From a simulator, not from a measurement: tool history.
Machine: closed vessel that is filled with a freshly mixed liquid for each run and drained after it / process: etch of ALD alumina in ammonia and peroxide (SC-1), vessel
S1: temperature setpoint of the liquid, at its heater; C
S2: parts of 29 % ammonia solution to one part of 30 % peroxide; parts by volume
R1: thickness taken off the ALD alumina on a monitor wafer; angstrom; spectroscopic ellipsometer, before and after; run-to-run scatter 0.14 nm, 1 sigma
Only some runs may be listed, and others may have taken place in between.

Run 1, hour 0: S1 52 C, S2 0.5 parts by volume, time in the liquid (s) 810. Result: R1 332.98 angstrom.
Run 2, hour 3.4: S1 52 C, S2 0.5 parts by volume, time in the liquid (s) 870. Result: R1 361.86 angstrom.
Run 3, hour 4.1: S1 52 C, S2 0.5 parts by volume, time in the liquid (s) 870. Result: R1 358.03 angstrom.
Run 4, hour 6.4: S1 48.5 C, S2 0.5 parts by volume, time in the liquid (s) 870. Result: R1 294.64 angstrom.
Run 5, hour 11.8: S1 55 C, S2 0.5 parts by volume, time in the liquid (s) 870. Result: R1 427.21 angstrom.
Run 6, hour 16.1: S1 55 C, S2 0.5 parts by volume, time in the liquid (s) 810. Result: R1 389.67 angstrom.
Run 7, hour 21.7: S1 51.5 C, S2 0.5 parts by volume, time in the liquid (s) 810. Result: R1 323.73 angstrom.

Run 8 is up next; what results do you expect?
Run 8, hour 26: S1 48.5 C, S2 0.5 parts by volume, time in the liquid (s) 810. Result: R1 ?.

R1: 278.14 angstrom
